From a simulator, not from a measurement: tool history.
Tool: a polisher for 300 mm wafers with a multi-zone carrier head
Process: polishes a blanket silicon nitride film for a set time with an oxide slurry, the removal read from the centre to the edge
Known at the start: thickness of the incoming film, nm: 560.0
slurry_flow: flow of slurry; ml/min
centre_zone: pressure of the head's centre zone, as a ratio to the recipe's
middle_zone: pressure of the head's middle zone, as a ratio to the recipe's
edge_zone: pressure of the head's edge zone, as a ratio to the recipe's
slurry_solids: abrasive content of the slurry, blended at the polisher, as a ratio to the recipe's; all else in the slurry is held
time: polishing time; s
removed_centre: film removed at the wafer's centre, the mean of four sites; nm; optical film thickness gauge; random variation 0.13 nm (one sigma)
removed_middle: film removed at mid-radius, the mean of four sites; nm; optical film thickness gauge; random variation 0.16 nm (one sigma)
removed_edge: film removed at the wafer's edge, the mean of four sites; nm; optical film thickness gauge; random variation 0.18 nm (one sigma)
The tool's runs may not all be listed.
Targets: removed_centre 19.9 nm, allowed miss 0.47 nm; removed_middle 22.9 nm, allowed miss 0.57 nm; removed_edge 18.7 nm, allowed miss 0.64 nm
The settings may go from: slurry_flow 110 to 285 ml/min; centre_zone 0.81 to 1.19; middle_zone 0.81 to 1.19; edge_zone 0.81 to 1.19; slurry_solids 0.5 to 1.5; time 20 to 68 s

{"run": 1, "day": 0.0, "slurry_flow": 180, "centre_zone": 1, "middle_zone": 1, "edge_zone": 1, "slurry_solids": 1, "time": 44, "removed_centre": 26.364, "removed_middle": 26.222, "removed_edge": 24.93}
{"run": 2, "day": 0.025, "slurry_flow": 180, "centre_zone": 0.99, "middle_zone": 1.01, "edge_zone": 0.97, "slurry_solids": 0.95, "time": 44, "removed_centre": 25.712, "removed_middle": 25.781, "removed_edge": 23.514}
{"run": 3, "day": 0.308, "slurry_flow": 170, "centre_zone": 0.96, "middle_zone": 1.01, "edge_zone": 0.94, "slurry_solids": 0.9, "time": 44, "removed_centre": 23.986, "removed_middle": 25.24, "removed_edge": 23.598}
{"run": 4, "day": 0.342, "slurry_flow": 130, "centre_zone": 0.96, "middle_zone": 1.01, "edge_zone": 0.94, "slurry_solids": 0.9, "time": 44, "removed_centre": 22.694, "removed_middle": 24.147, "removed_edge": 22.171}
{"run": 5, "day": 0.412, "slurry_flow": 165, "centre_zone": 0.96, "middle_zone": 1.01, "edge_zone": 0.94, "slurry_solids": 0.9, "time": 44, "removed_centre": 23.691, "removed_middle": 25.327, "removed_edge": 23.192}
{"run": 6, "day": 0.683, "slurry_flow": 135, "centre_zone": 0.96, "middle_zone": 1.01, "edge_zone": 0.94, "slurry_solids": 0.9, "time": 44, "removed_centre": 23.018, "removed_middle": 24.244, "removed_edge": 22.321}
{"day": 0.708, "done": "edge zone pressure recalibrated"}
{"run": 7, "day": 0.708, "slurry_flow": 130, "centre_zone": 0.96, "middle_zone": 1.03, "edge_zone": 0.92, "slurry_solids": 0.85, "time": 44, "removed_centre": 22.458, "removed_middle": 23.854, "removed_edge": 22.361}
{"run": 8, "day": 0.858, "slurry_flow": 140, "centre_zone": 0.95, "middle_zone": 1.02, "edge_zone": 0.9, "slurry_solids": 0.9, "time": 42, "removed_centre": 21.809, "removed_middle": 23.683, "removed_edge": 21.737}

5 next moves are on the table. One of them brings every result within its allowed miss. Which?
{"run": "A", "day": 1.008, "slurry_flow": 120, "centre_zone": 0.91, "middle_zone": 0.99, "edge_zone": 0.92, "slurry_solids": 1.05, "time": 45, "removed_centre": "?", "removed_middle": "?", "removed_edge": "?"}
{"run": "B", "day": 1.008, "slurry_flow": 115, "centre_zone": 0.85, "middle_zone": 0.99, "edge_zone": 0.88, "slurry_solids": 0.75, "time": 50, "removed_centre": "?", "removed_middle": "?", "removed_edge": "?"}
{"run": "C", "day": 1.008, "slurry_flow": 110, "centre_zone": 1.05, "middle_zone": 1.17, "edge_zone": 0.95, "slurry_solids": 1.05, "time": 34, "removed_centre": "?", "removed_middle": "?", "removed_edge": "?"}
{"run": "D", "day": 1.008, "slurry_flow": 125, "centre_zone": 0.99, "middle_zone": 1.09, "edge_zone": 0.86, "slurry_solids": 1, "time": 38, "removed_centre": "?", "removed_middle": "?", "removed_edge": "?"}
{"run": "E", "day": 1.008, "slurry_flow": 160, "centre_zone": 0.96, "middle_zone": 1.12, "edge_zone": 0.84, "slurry_solids": 0.95, "time": 36, "removed_centre": "?", "removed_middle": "?", "removed_edge": "?"}

move=A removed_centre=23.25 removed_middle=25.751 removed_edge=25.15
move=B removed_centre=20.701 removed_middle=24.6 removed_edge=23.597
move=C removed_centre=19.893 removed_middle=22.009 removed_edge=18.996
move=D removed_centre=21.171 removed_middle=23.322 removed_edge=20.284
move=E removed_centre=20.031 removed_middle=23.162 removed_edge=19.216
A: further off than the last run
B: further off than the last run
C: brings the result that was furthest off to its target, and leaves another outside
D: nearer than the last run, and not there yet
E: meets every target
Answer: E
